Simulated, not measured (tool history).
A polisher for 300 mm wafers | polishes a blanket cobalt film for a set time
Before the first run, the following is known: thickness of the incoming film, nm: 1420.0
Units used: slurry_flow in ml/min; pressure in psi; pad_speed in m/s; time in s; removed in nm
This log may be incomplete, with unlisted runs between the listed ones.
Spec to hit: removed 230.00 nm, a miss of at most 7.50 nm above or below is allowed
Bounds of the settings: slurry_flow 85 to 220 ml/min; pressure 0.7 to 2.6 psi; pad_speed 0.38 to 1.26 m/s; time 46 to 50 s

run  hour  slurry_flow  pressure  pad_speed  time  removed
  1   0.0          140       1.6       0.82    50   132.76
  2   9.0          145       1.7       0.82    50   144.74
  3  11.0          150       1.8       0.82    50   151.50
  4  19.0          150       1.8       1.02    50   175.19
  5  25.7          150       1.8       1.16    50   193.15
  6  27.4          150       1.8       1.16    46   175.06
  7  35.3          155       1.9       1.16    46   187.29
  8  39.0          155       2.0       1.16    46   194.99

Which one of the following 5 next-run settings gets every result inside its allowed miss? There is exactly one.
  A  42.7          130       2.4       1.26    48        ?
  B  42.7          120       1.9       1.04    47        ?
  C  42.7          145       2.6       0.98    48        ?
  D  42.7          125       2.1       1.16    49        ?
  E  42.7          140       2.1       1.20    47        ?

move  removed
   A   250.07
   B   167.86
   C   232.13
   D   209.70
   E   210.44
A: moves the result that the last run missed by most past its target, out the other side
B: the biggest miss grows against the last run
C: every result lands within tolerance
D: closer than the last run, but not yet in spec
E: closer than the last run, but not yet in spec
The right move is C.
